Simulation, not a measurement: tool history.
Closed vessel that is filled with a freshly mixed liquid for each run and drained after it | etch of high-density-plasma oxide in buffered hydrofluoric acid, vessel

run  hour  temperature setpoint of the liquid (C)  parts of 40 % ammonium fluoride to one part of 49 % hydrofluoric acid (parts by volume)  time in the liquid (s)  thickness taken off the high-density-plasma oxide on a monitor wafer (angstrom)
  1   0.0                                    22.0                                                                                     20.5                      90                                                                           528.99
  2   7.1                                    24.0                                                                                     19.5                      90                                                                           620.27
  3   8.6                                    24.0                                                                                     21.5                      90                                                                           569.00
  4  10.7                                    24.0                                                                                     17.0                      90                                                                           700.58
  5  16.6                                    24.0                                                                                     21.0                      90                                                                           569.41
  6  19.4                                    25.5                                                                                     20.0                      90                                                                           644.88
  7  25.0                                    26.5                                                                                     19.0                      90                                                                           714.27
  8  29.2                                    27.5                                                                                     18.5                      90                                                                           783.80
  9  30.6                                    28.0                                                                                     18.0                      90                                                                           811.43

Forecast run 10:
 10  31.7                                    28.5                                                                                     17.5                      90                                                                                ?

Run 10 gave thickness taken off the high-density-plasma oxide on a monitor wafer (angstrom) 851.35.

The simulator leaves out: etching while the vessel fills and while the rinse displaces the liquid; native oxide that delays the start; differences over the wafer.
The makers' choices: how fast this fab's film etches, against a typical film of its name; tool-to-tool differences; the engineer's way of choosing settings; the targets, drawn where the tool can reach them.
